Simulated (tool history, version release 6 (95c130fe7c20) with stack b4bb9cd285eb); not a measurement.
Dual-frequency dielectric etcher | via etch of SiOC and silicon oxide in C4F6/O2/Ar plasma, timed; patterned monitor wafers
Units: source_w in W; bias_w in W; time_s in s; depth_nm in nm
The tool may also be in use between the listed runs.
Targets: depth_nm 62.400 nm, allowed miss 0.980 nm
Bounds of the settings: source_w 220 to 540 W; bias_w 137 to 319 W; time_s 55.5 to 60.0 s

run    day  source_w  bias_w  time_s  depth_nm
  1  0.000       380     228    60.0    67.380
  2  0.275       410     228    60.0    69.057
  3  0.592       400     227    60.0    68.348
  4  0.792       390     226    60.0    67.738
  5  1.104       380     225    60.0    67.286
  6  1.438       370     224    60.0    66.667
  7  1.683       360     223    60.0    66.345
  8  1.708       350     222    60.0    65.517
  9  1.962       340     221    60.0    64.998
 10  2.262       330     220    60.0    64.050

4 next moves are on the table. One of them brings every result within its allowed miss. Which?
  A  2.562       400     222    57.0         ?
  B  2.562       330     221    58.0         ?
  C  2.562       380     235    57.0         ?
  D  2.562       340     254    56.5         ?

move  depth_nm
   A    64.331
   B    62.312
   C    64.944
   D    64.614
A: further off than the last run
B: meets every target
C: further off than the last run
D: further off than the last run
The right move is B.
